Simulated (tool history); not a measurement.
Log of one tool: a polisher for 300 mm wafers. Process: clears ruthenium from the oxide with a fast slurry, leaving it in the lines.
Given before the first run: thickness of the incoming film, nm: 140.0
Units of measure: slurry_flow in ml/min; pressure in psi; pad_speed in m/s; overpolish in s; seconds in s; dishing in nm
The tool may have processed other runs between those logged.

run    day  slurry_flow  pressure  pad_speed  slurry_solids  overpolish  seconds  dishing
  1  0.000          205       1.8       1.04           1.00          18   54.772   30.722
  2  0.242          205       1.7       1.04           1.00          18   57.153   29.326
  3  0.588          210       1.6       1.12           1.00          13   56.364   23.091
  4  0.671          210       1.6       1.12           0.80          13   65.339   20.664
  5  0.833          245       1.7       1.22           0.70          10   59.989   17.729
  6  1.021          245       1.7       1.22           0.80          10   55.228   18.801
  7  1.054          235       1.8       1.22           0.85           5   51.064   10.832
  8  1.354          245       1.8       1.26           0.85           6   49.311   13.558
  9  1.517          255       1.8       1.26           0.85           6   48.800   13.638
 10  1.746          250       1.8       1.26           0.85           9   48.461   19.262
 11  1.775          230       1.8       1.26           0.85           9   49.402   19.109
 12  1.867          240       1.8       1.24           0.90           9   48.688   19.944
 13  1.992          230       1.8       1.22           0.90           9   49.002   18.560
 14  2.246          230       1.8       1.20           0.90           8   49.376   17.583
 15  2.296          240       1.8       1.20           0.90           8   49.468   17.335
 16  2.429          230       1.8       1.20           0.90           8   49.696   17.251
 17  2.588          235       1.8       1.20           0.90           8   49.539   16.851

The next listed run, before its measurement:
     2.862  -- slurry nozzle cleaned
 18  2.862          235       1.8       1.18           0.90           7        ?        ?

{"run 18": {"seconds": 47.75, "dishing": 16.454}}
